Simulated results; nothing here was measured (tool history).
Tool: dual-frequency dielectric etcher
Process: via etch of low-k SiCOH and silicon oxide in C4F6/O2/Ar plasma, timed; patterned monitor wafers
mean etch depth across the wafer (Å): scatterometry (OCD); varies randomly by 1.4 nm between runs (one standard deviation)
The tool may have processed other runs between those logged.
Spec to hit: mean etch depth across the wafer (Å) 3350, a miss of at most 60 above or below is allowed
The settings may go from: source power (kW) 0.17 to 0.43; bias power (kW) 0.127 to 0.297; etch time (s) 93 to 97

| run | hour | source power (kW) | bias power (kW) | etch time (s) | mean etch depth across the wafer (Å) |
|---|---|---|---|---|---|
| 1 | 0 | 0.3 | 0.212 | 93 | 2620.4 |
| 2 | 1.6 | 0.33 | 0.228 | 93.5 | 2847.9 |
| 3 | 6.3 | 0.36 | 0.232 | 93.5 | 2951.9 |
| 4 | 10.5 | 0.4 | 0.232 | 93.5 | 3086.3 |
| 5 | 19 | 0.4 | 0.232 | 97 | 3224.4 |
| 6 | 28 | 0.38 | 0.232 | 97 | 3135.6 |
| 7 | 32.6 | 0.39 | 0.235 | 97 | 3197.3 |
| 8 | 33.2 | 0.4 | 0.236 | 97 | 3257.1 |
| 9 | 35.3 | 0.41 | 0.237 | 97 | 3303.2 |

Which single option among these 4 for the next run brings every result within its allowed miss of target? Just one does.
| A | 37.4 | 0.4 | 0.252 | 93.5 | ? |
| B | 37.4 | 0.41 | 0.245 | 97 | ? |
| C | 37.4 | 0.41 | 0.236 | 96 | ? |
| D | 37.4 | 0.4 | 0.234 | 94.5 | ? |

| move | mean etch depth across the wafer (Å) |
|---|---|
| A | 3237 |
| B | 3343.6 |
| C | 3247.1 |
| D | 3151.4 |
A: its largest miss is bigger than the last run's
B: meets every target
C: its largest miss is bigger than the last run's
D: its largest miss is bigger than the last run's
B is the move that brings every result within its allowed miss.
